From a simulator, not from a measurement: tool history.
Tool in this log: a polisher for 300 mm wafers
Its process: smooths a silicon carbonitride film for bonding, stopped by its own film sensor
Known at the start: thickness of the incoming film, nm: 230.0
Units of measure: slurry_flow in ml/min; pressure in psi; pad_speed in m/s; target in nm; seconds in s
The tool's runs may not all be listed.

{"run": 1, "hour": 0.0, "slurry_flow": 290, "pressure": 1.7, "pad_speed": 0.7, "slurry_solids": 1.0, "target": 210, "seconds": 126.45}
{"run": 2, "hour": 7.8, "slurry_flow": 290, "pressure": 1.5, "pad_speed": 0.66, "slurry_solids": 1.0, "target": 210, "seconds": 146.32}
{"run": 3, "hour": 10.7, "slurry_flow": 290, "pressure": 1.3, "pad_speed": 0.62, "slurry_solids": 1.0, "target": 210, "seconds": 170.09}
{"run": 4, "hour": 16.1, "slurry_flow": 260, "pressure": 1.3, "pad_speed": 0.62, "slurry_solids": 1.0, "target": 210, "seconds": 175.52}
{"run": 5, "hour": 16.8, "slurry_flow": 255, "pressure": 1.2, "pad_speed": 0.6, "slurry_solids": 1.0, "target": 210, "seconds": 186.43}
{"run": 6, "hour": 21.2, "slurry_flow": 320, "pressure": 1.2, "pad_speed": 0.6, "slurry_solids": 1.0, "target": 210, "seconds": 184.83}
{"run": 7, "hour": 21.9, "slurry_flow": 320, "pressure": 1.1, "pad_speed": 0.58, "slurry_solids": 1.0, "target": 210, "seconds": 205.27}
{"run": 8, "hour": 29.9, "slurry_flow": 320, "pressure": 1.0, "pad_speed": 0.58, "slurry_solids": 1.0, "target": 210, "seconds": 209.81}

Run 9 has not been measured yet. What should we expect?
{"run": 9, "hour": 32.0, "slurry_flow": 320, "pressure": 1.0, "pad_speed": 0.56, "slurry_solids": 1.0, "target": 210, "seconds": "?"}

Logged for run 9: seconds 216.36 s.
